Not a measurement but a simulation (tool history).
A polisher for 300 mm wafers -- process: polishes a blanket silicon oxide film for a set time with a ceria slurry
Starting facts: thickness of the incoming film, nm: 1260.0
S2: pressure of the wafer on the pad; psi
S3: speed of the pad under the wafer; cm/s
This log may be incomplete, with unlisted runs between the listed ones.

{"run": 1, "day": 0.0, "flow of slurry (ml/min)": 205, "S2": 2.1, "S3": 114, "polishing time (s)": 97, "film removed (angstrom)": 3361.6}
{"run": 2, "day": 0.025, "flow of slurry (ml/min)": 245, "S2": 2.1, "S3": 114, "polishing time (s)": 97, "film removed (angstrom)": 3558.8}
{"run": 3, "day": 0.338, "flow of slurry (ml/min)": 235, "S2": 1.8, "S3": 108, "polishing time (s)": 97, "film removed (angstrom)": 2942.4}
{"run": 4, "day": 0.621, "flow of slurry (ml/min)": 235, "S2": 1.8, "S3": 108, "polishing time (s)": 102, "film removed (angstrom)": 3051.3}
{"run": 5, "day": 0.742, "flow of slurry (ml/min)": 225, "S2": 1.6, "S3": 102, "polishing time (s)": 102, "film removed (angstrom)": 2547}
{"run": 6, "day": 0.808, "flow of slurry (ml/min)": 215, "S2": 1.5, "S3": 100, "polishing time (s)": 102, "film removed (angstrom)": 2301.9}
{"run": 7, "day": 0.842, "flow of slurry (ml/min)": 200, "S2": 1.4, "S3": 100, "polishing time (s)": 102, "film removed (angstrom)": 2170.7}
{"run": 8, "day": 1.138, "flow of slurry (ml/min)": 190, "S2": 1.3, "S3": 98, "polishing time (s)": 102, "film removed (angstrom)": 1977.1}
{"run": 9, "day": 1.392, "flow of slurry (ml/min)": 180, "S2": 1.2, "S3": 98, "polishing time (s)": 102, "film removed (angstrom)": 1841.9}
{"run": 10, "day": 1.554, "flow of slurry (ml/min)": 175, "S2": 1.2, "S3": 98, "polishing time (s)": 102, "film removed (angstrom)": 1806.1}
{"run": 11, "day": 1.65, "flow of slurry (ml/min)": 170, "S2": 1.2, "S3": 98, "polishing time (s)": 102, "film removed (angstrom)": 1813}

Run 12 comes next. What will it give?
{"run": 12, "day": 1.692, "flow of slurry (ml/min)": 170, "S2": 1, "S3": 94, "polishing time (s)": 102, "film removed (angstrom)": "?"}

film removed (angstrom): 1456.2
